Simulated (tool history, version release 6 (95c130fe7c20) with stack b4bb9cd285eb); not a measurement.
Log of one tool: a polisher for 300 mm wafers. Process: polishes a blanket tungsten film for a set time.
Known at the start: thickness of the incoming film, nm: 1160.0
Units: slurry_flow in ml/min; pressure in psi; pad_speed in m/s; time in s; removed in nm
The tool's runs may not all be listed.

{"run": 1, "hour": 0.0, "slurry_flow": 180, "pressure": 2.5, "pad_speed": 0.98, "slurry_solids": 1.0, "time": 30, "removed": 90.543}
{"run": 2, "hour": 5.3, "slurry_flow": 175, "pressure": 2.3, "pad_speed": 0.98, "slurry_solids": 1.0, "time": 30, "removed": 84.007}
{"run": 3, "hour": 9.3, "slurry_flow": 200, "pressure": 2.3, "pad_speed": 0.98, "slurry_solids": 1.0, "time": 30, "removed": 84.524}
{"run": 4, "hour": 10.0, "slurry_flow": 200, "pressure": 2.3, "pad_speed": 0.98, "slurry_solids": 1.2, "time": 30, "removed": 88.14}
{"run": 5, "hour": 12.1, "slurry_flow": 160, "pressure": 2.3, "pad_speed": 0.98, "slurry_solids": 1.2, "time": 30, "removed": 84.472}
{"run": 6, "hour": 16.9, "slurry_flow": 155, "pressure": 2.1, "pad_speed": 0.98, "slurry_solids": 1.2, "time": 30, "removed": 77.87}
{"run": 7, "hour": 20.3, "slurry_flow": 150, "pressure": 2.0, "pad_speed": 0.98, "slurry_solids": 1.2, "time": 30, "removed": 74.853}
{"run": 8, "hour": 24.0, "slurry_flow": 150, "pressure": 2.0, "pad_speed": 0.98, "slurry_solids": 1.2, "time": 30, "removed": 74.062}

The next listed run, before its measurement:
{"run": 9, "hour": 29.6, "slurry_flow": 135, "pressure": 1.8, "pad_speed": 0.98, "slurry_solids": 1.2, "time": 30, "removed": "?"}

Run 9 gave removed 65.942 nm.
